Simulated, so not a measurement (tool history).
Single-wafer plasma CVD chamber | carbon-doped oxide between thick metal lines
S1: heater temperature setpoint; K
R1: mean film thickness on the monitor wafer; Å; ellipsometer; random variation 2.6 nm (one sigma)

Run 1, hour 0.0: S1 608.15 K, chamber pressure (mTorr) 4900, RF power (kW) 0.590, deposition time (s) 196. Result: R1 10626.0 Å.
Run 2, hour 8.9: S1 608.15 K, chamber pressure (mTorr) 4900, RF power (kW) 0.630, deposition time (s) 196. Result: R1 11258.0 Å.
Run 3, hour 17.7: S1 608.15 K, chamber pressure (mTorr) 4900, RF power (kW) 0.585, deposition time (s) 196. Result: R1 10641.0 Å.
Run 4, hour 18.8: S1 608.15 K, chamber pressure (mTorr) 4900, RF power (kW) 0.650, deposition time (s) 196. Result: R1 11451.0 Å.
Run 5, hour 23.4: S1 613.15 K, chamber pressure (mTorr) 4390, RF power (kW) 0.580, deposition time (s) 196. Result: R1 10197.0 Å.
Run 6, hour 30.4: S1 613.15 K, chamber pressure (mTorr) 4390, RF power (kW) 0.515, deposition time (s) 196. Result: R1 9238.2 Å.
Run 7, hour 31.3: S1 623.15 K, chamber pressure (mTorr) 3410, RF power (kW) 0.470, deposition time (s) 196. Result: R1 7946.0 Å.
Run 8, hour 33.6: S1 621.15 K, chamber pressure (mTorr) 3480, RF power (kW) 0.470, deposition time (s) 196. Result: R1 8019.9 Å.

Forecast run 9:
Run 9, hour 41.8: S1 620.15 K, chamber pressure (mTorr) 3530, RF power (kW) 0.470, deposition time (s) 196. Result: R1 ?.

Run 9 gave R1 8047.6 Å.
